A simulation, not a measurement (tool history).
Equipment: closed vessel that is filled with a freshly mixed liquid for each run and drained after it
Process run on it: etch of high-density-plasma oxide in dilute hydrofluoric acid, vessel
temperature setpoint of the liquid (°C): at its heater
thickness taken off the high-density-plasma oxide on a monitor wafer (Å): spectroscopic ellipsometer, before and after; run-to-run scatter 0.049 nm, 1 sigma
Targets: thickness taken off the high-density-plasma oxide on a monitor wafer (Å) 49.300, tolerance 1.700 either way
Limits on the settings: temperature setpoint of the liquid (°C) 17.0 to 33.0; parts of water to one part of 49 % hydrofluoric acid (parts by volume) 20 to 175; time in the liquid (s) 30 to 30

| run | hour | temperature setpoint of the liquid (°C) | parts of water to one part of 49 % hydrofluoric acid (parts by volume) | time in the liquid (s) | thickness taken off the high-density-plasma oxide on a monitor wafer (Å) |
|---|---|---|---|---|---|
| 1 | 0.0 | 25.0 | 95 | 30 | 34.106 |
| 2 | 8.7 | 25.0 | 95 | 30 | 34.170 |
| 3 | 17.4 | 25.0 | 95 | 30 | 34.373 |
| 4 | 22.0 | 25.0 | 110 | 30 | 29.221 |
| 5 | 24.7 | 25.0 | 110 | 30 | 28.748 |
| 6 | 31.8 | 25.0 | 140 | 30 | 21.563 |
| 7 | 41.1 | 29.0 | 100 | 30 | 37.892 |
| 8 | 44.9 | 29.5 | 100 | 30 | 38.507 |
| 9 | 54.1 | 30.0 | 100 | 30 | 39.017 |
| 10 | 62.9 | 30.5 | 100 | 30 | 39.804 |

Which single option among these 5 for the next run brings every result within its allowed miss of target? Just one does.
| A | 71.7 | 31.0 | 80 | 30 | ? |
| B | 71.7 | 28.5 | 110 | 30 | ? |
| C | 71.7 | 33.0 | 85 | 30 | ? |
| D | 71.7 | 29.5 | 80 | 30 | ? |
| E | 71.7 | 29.5 | 75 | 30 | ? |

| move | thickness taken off the high-density-plasma oxide on a monitor wafer (Å) |
|---|---|
| A | 51.856 |
| B | 32.888 |
| C | 52.197 |
| D | 48.977 |
| E | 52.622 |
A: the result that was furthest off in the last run now lies on the other side of its target
B: moves away from the targets compared with the last run
C: the result that was furthest off in the last run now lies on the other side of its target
D: every result within its allowed miss
E: the result that was furthest off in the last run now lies on the other side of its target
Correct choice: D, which meets every target
